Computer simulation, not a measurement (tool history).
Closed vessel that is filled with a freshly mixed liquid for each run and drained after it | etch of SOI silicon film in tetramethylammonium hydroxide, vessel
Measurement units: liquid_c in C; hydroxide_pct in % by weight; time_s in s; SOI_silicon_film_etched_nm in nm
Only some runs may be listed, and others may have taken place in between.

{"run": 1, "hour": 0.0, "liquid_c": 71, "hydroxide_pct": 18.5, "time_s": 90, "SOI_silicon_film_etched_nm": 471.61}
{"run": 2, "hour": 2.2, "liquid_c": 71, "hydroxide_pct": 18.5, "time_s": 95, "SOI_silicon_film_etched_nm": 497.09}
{"run": 3, "hour": 8.6, "liquid_c": 71, "hydroxide_pct": 21.5, "time_s": 95, "SOI_silicon_film_etched_nm": 467.18}
{"run": 4, "hour": 11.1, "liquid_c": 66.5, "hydroxide_pct": 21.5, "time_s": 95, "SOI_silicon_film_etched_nm": 357.86}
{"run": 5, "hour": 12.1, "liquid_c": 64, "hydroxide_pct": 21.5, "time_s": 95, "SOI_silicon_film_etched_nm": 304.05}
{"run": 6, "hour": 19.3, "liquid_c": 69, "hydroxide_pct": 21.5, "time_s": 95, "SOI_silicon_film_etched_nm": 417.87}
{"run": 7, "hour": 28.5, "liquid_c": 72, "hydroxide_pct": 21.5, "time_s": 95, "SOI_silicon_film_etched_nm": 492.65}
{"run": 8, "hour": 29.9, "liquid_c": 74.5, "hydroxide_pct": 21.5, "time_s": 95, "SOI_silicon_film_etched_nm": 572.6}
{"run": 9, "hour": 30.8, "liquid_c": 76, "hydroxide_pct": 21.5, "time_s": 95, "SOI_silicon_film_etched_nm": 624.11}
{"run": 10, "hour": 37.9, "liquid_c": 77, "hydroxide_pct": 21.5, "time_s": 95, "SOI_silicon_film_etched_nm": 659.94}
{"run": 11, "hour": 47.1, "liquid_c": 78, "hydroxide_pct": 21.5, "time_s": 95, "SOI_silicon_film_etched_nm": 697.61}
{"run": 12, "hour": 56.1, "liquid_c": 78.5, "hydroxide_pct": 21.5, "time_s": 95, "SOI_silicon_film_etched_nm": 715.89}
{"run": 13, "hour": 62.3, "liquid_c": 79, "hydroxide_pct": 21.5, "time_s": 95, "SOI_silicon_film_etched_nm": 740.9}

Run 14 comes next. What will it give?
{"run": 14, "hour": 69.9, "liquid_c": 79.5, "hydroxide_pct": 21.5, "time_s": 95, "SOI_silicon_film_etched_nm": "?"}

Logged for run 14: SOI_silicon_film_etched_nm 762.8 nm.
